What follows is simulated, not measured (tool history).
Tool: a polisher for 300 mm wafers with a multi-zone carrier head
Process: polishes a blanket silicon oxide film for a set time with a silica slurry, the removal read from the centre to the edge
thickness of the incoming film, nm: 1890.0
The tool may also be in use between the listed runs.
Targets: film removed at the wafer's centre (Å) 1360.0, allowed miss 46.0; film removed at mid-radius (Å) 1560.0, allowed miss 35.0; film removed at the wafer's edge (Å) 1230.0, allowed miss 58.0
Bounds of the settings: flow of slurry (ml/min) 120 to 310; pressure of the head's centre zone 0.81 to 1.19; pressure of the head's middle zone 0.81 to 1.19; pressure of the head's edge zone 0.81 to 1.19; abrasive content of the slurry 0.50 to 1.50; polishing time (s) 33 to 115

run	hour	flow of slurry (ml/min)	pressure of the head's centre zone	pressure of the head's middle zone	pressure of the head's edge zone	abrasive content of the slurry	polishing time (s)	film removed at the wafer's centre (Å)	film removed at mid-radius (Å)	film removed at the wafer's edge (Å)
1	0.0	200	1.00	1.00	1.00	1.00	73	2019.6	2021.3	1957.2
2	2.1	200	1.07	1.00	1.00	1.00	73	2139.5	2039.6	1951.3
3	9.7	200	1.07	1.00	1.07	1.00	73	2140.9	2028.7	1956.6
4	15.3	205	1.07	1.04	1.05	0.90	70	1999.3	1963.1	1808.9
5	18.7	205	1.07	0.97	1.05	0.90	70	1975.0	1853.3	1855.4
6	25.2	200	1.06	1.01	1.04	0.80	67	1809.9	1744.3	1720.9
7	31.3	215	1.05	1.05	1.00	0.75	64	1676.2	1704.2	1586.7
8	37.4	215	1.05	1.05	1.00	0.75	64	1680.9	1707.7	1550.2
9	38.8	225	1.04	1.07	0.98	0.70	63	1627.6	1671.2	1483.8

Which of these 4 next moves meets every target?
A	40.2	230	0.95	1.15	1.00	0.65	53	?	?	?
B	40.2	200	1.04	1.13	0.95	0.80	51	?	?	?
C	40.2	225	1.03	1.17	0.94	0.65	55	?	?	?
D	40.2	230	0.93	1.19	0.96	0.70	53	?	?	?

move	film removed at the wafer's centre (Å)	film removed at mid-radius (Å)	film removed at the wafer's edge (Å)
A	1236.2	1469.1	1232.8
B	1359.2	1465.0	1222.7
C	1379.7	1543.8	1240.0
D	1240.5	1548.3	1236.2
A: takes the result that was furthest off past its target
B: brings the result that was furthest off to its target, and leaves another outside
C: meets every target
D: takes the result that was furthest off past its target
The right move is C.

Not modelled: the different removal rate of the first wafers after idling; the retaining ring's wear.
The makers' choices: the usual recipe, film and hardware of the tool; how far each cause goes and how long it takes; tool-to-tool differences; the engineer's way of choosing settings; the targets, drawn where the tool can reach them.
